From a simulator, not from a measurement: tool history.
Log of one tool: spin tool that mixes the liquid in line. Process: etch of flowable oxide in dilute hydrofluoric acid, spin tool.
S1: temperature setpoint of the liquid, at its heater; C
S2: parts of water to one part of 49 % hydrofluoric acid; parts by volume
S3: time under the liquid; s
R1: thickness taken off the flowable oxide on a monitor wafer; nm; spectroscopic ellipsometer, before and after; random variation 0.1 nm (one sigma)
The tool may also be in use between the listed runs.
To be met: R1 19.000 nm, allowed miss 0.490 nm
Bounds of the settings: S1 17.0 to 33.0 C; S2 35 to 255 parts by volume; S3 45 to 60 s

run 1 day=0.000 | S1=25.0 S2=145 S3=60 | R1=14.195
run 2 day=0.200 | S1=26.5 S2=145 S3=60 | R1=15.065
run 3 day=0.521 | S1=24.5 S2=145 S3=60 | R1=13.669
run 4 day=0.646 | S1=26.0 S2=145 S3=60 | R1=14.589
run 5 day=0.933 | S1=26.0 S2=175 S3=60 | R1=11.676
run 6 day=0.988 | S1=27.5 S2=170 S3=60 | R1=12.691
run 7 day=1.108 | S1=28.5 S2=165 S3=60 | R1=13.668
run 8 day=1.133 | S1=29.5 S2=160 S3=60 | R1=14.823

Which of these 4 next moves meets every target?
run A day=1.158 | S1=24.0 S2=115 S3=60 | R1=?
run B day=1.158 | S1=29.5 S2=130 S3=60 | R1=?
run C day=1.158 | S1=24.5 S2=115 S3=60 | R1=?
run D day=1.158 | S1=26.0 S2=125 S3=60 | R1=?

move=A R1=17.758
move=B R1=18.992
move=C R1=18.109
move=D R1=17.438
A: nearer than the last run, and not there yet
B: meets every target
C: nearer than the last run, and not there yet
D: nearer than the last run, and not there yet
Move B is the one to make.

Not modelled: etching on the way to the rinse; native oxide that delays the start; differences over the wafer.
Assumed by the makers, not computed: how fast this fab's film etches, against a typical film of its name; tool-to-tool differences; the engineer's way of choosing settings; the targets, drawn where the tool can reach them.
